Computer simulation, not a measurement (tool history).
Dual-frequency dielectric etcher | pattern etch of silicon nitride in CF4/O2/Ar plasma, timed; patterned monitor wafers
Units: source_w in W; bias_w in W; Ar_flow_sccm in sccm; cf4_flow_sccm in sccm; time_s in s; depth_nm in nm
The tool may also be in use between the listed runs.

{"run": 1, "hour": 0.0, "source_w": 500, "bias_w": 51, "Ar_flow_sccm": 127, "cf4_flow_sccm": 138, "time_s": 8.5, "depth_nm": 17.49}
{"run": 2, "hour": 0.7, "source_w": 500, "bias_w": 57, "Ar_flow_sccm": 127, "cf4_flow_sccm": 138, "time_s": 8.5, "depth_nm": 18.239}
{"run": 3, "hour": 5.9, "source_w": 490, "bias_w": 57, "Ar_flow_sccm": 127, "cf4_flow_sccm": 138, "time_s": 8.5, "depth_nm": 18.035}
{"run": 4, "hour": 8.6, "source_w": 480, "bias_w": 57, "Ar_flow_sccm": 127, "cf4_flow_sccm": 138, "time_s": 8.5, "depth_nm": 17.535}
{"run": 5, "hour": 16.9, "source_w": 530, "bias_w": 57, "Ar_flow_sccm": 127, "cf4_flow_sccm": 138, "time_s": 8.5, "depth_nm": 19.067}
{"hour": 21.2, "done": "CF4 flow controller replaced"}
{"run": 6, "hour": 21.2, "source_w": 530, "bias_w": 57, "Ar_flow_sccm": 127, "cf4_flow_sccm": 114, "time_s": 8.5, "depth_nm": 18.674}
{"run": 7, "hour": 25.9, "source_w": 510, "bias_w": 57, "Ar_flow_sccm": 127, "cf4_flow_sccm": 114, "time_s": 8.5, "depth_nm": 18.369}
{"run": 8, "hour": 29.6, "source_w": 490, "bias_w": 57, "Ar_flow_sccm": 127, "cf4_flow_sccm": 114, "time_s": 8.5, "depth_nm": 17.65}

Run 9 comes next. What will it give?
{"run": 9, "hour": 33.1, "source_w": 480, "bias_w": 57, "Ar_flow_sccm": 127, "cf4_flow_sccm": 114, "time_s": 8.5, "depth_nm": "?"}

{"run 9": {"depth_nm": 17.458}}
